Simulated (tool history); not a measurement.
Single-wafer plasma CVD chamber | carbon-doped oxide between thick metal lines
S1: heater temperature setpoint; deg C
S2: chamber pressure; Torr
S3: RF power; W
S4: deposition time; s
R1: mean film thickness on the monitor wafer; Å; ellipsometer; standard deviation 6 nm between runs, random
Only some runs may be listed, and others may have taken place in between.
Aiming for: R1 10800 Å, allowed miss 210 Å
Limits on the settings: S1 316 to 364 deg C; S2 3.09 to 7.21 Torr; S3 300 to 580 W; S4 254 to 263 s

{"run": 1, "hour": 0.0, "S1": 340, "S2": 5.15, "S3": 440, "S4": 254, "R1": 12128}
{"run": 2, "hour": 4.2, "S1": 342, "S2": 4.96, "S3": 435, "S4": 254, "R1": 11924}
{"run": 3, "hour": 12.6, "S1": 342, "S2": 4.96, "S3": 435, "S4": 263, "R1": 12325}
{"run": 4, "hour": 16.7, "S1": 343, "S2": 4.76, "S3": 430, "S4": 263, "R1": 12131}
{"run": 5, "hour": 22.4, "S1": 354, "S2": 4.76, "S3": 430, "S4": 263, "R1": 11779}
{"run": 6, "hour": 31.2, "S1": 355, "S2": 4.62, "S3": 425, "S4": 263, "R1": 11574}
{"run": 7, "hour": 32.0, "S1": 356, "S2": 4.5, "S3": 420, "S4": 263, "R1": 11424}
{"run": 8, "hour": 35.4, "S1": 356, "S2": 4.41, "S3": 415, "S4": 263, "R1": 11331}
{"run": 9, "hour": 42.6, "S1": 357, "S2": 4.34, "S3": 415, "S4": 263, "R1": 11251}
{"run": 10, "hour": 50.2, "S1": 357, "S2": 4.27, "S3": 415, "S4": 263, "R1": 11253}
{"run": 11, "hour": 52.9, "S1": 357, "S2": 4.22, "S3": 415, "S4": 263, "R1": 11235}
{"run": 12, "hour": 54.8, "S1": 357, "S2": 4.17, "S3": 415, "S4": 263, "R1": 11130}
{"run": 13, "hour": 59.8, "S1": 357, "S2": 4.11, "S3": 415, "S4": 263, "R1": 11120}

Below are 5 possible settings for the next run. Only one of them brings all results inside the allowed miss of their targets. Which is it?
{"run": "A", "hour": 64.8, "S1": 353, "S2": 4.72, "S3": 405, "S4": 261, "R1": "?"}
{"run": "B", "hour": 64.8, "S1": 352, "S2": 3.66, "S3": 365, "S4": 261, "R1": "?"}
{"run": "C", "hour": 64.8, "S1": 361, "S2": 5.18, "S3": 365, "S4": 263, "R1": "?"}
{"run": "D", "hour": 64.8, "S1": 351, "S2": 3.83, "S3": 390, "S4": 254, "R1": "?"}
{"run": "E", "hour": 64.8, "S1": 356, "S2": 4.17, "S3": 425, "S4": 263, "R1": "?"}

move=A R1=11414
move=B R1=10256
move=C R1=10934
move=D R1=10432
move=E R1=11386
A: the biggest miss grows against the last run
B: carries the result that was furthest off beyond its target, to the other side
C: hits every target within its allowed miss
D: carries the result that was furthest off beyond its target, to the other side
E: the biggest miss grows against the last run
Answer: C
